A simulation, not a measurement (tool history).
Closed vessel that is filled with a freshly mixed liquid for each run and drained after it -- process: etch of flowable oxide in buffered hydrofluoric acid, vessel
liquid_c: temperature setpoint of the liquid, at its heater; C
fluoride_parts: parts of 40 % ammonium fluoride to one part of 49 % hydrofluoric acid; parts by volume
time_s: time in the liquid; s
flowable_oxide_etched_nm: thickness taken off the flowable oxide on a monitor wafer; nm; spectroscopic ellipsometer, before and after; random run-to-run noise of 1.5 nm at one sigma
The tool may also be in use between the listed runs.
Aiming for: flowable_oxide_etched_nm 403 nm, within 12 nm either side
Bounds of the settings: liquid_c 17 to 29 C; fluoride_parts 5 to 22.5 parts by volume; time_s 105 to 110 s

Run 1, hour 0: liquid_c 21 C, fluoride_parts 13.5 parts by volume, time_s 105 s. Result: flowable_oxide_etched_nm 247.51 nm.
Run 2, hour 3.8: liquid_c 21 C, fluoride_parts 10.5 parts by volume, time_s 105 s. Result: flowable_oxide_etched_nm 318.45 nm.
Run 3, hour 10.6: liquid_c 21 C, fluoride_parts 10.5 parts by volume, time_s 105 s. Result: flowable_oxide_etched_nm 321.04 nm.
Run 4, hour 12.6: liquid_c 21 C, fluoride_parts 10.5 parts by volume, time_s 105 s. Result: flowable_oxide_etched_nm 317.51 nm.
Run 5, hour 21.4: liquid_c 22.5 C, fluoride_parts 10.5 parts by volume, time_s 105 s. Result: flowable_oxide_etched_nm 343.93 nm.
Run 6, hour 22.7: liquid_c 23.5 C, fluoride_parts 10.5 parts by volume, time_s 105 s. Result: flowable_oxide_etched_nm 364.66 nm.
Run 7, hour 30.3: liquid_c 24 C, fluoride_parts 10.5 parts by volume, time_s 105 s. Result: flowable_oxide_etched_nm 377.32 nm.
Run 8, hour 35: liquid_c 24.5 C, fluoride_parts 10.5 parts by volume, time_s 105 s. Result: flowable_oxide_etched_nm 386.21 nm.

Which single option among these 4 for the next run brings every result within its allowed miss of target? Just one does.
Run A, hour 39.7: liquid_c 21.5 C, fluoride_parts 9 parts by volume, time_s 105 s. Result: flowable_oxide_etched_nm ?.
Run B, hour 39.7: liquid_c 26 C, fluoride_parts 11.5 parts by volume, time_s 105 s. Result: flowable_oxide_etched_nm ?.
Run C, hour 39.7: liquid_c 23 C, fluoride_parts 10 parts by volume, time_s 105 s. Result: flowable_oxide_etched_nm ?.
Run D, hour 39.7: liquid_c 25.5 C, fluoride_parts 11 parts by volume, time_s 110 s. Result: flowable_oxide_etched_nm ?.

move  flowable_oxide_etched_nm
   A                    364.97
   B                    380.52
   C                    370.81
   D                     405.3
A: its largest miss is bigger than the last run's
B: its largest miss is bigger than the last run's
C: its largest miss is bigger than the last run's
D: every result within its allowed miss
Correct choice: D, which meets every target
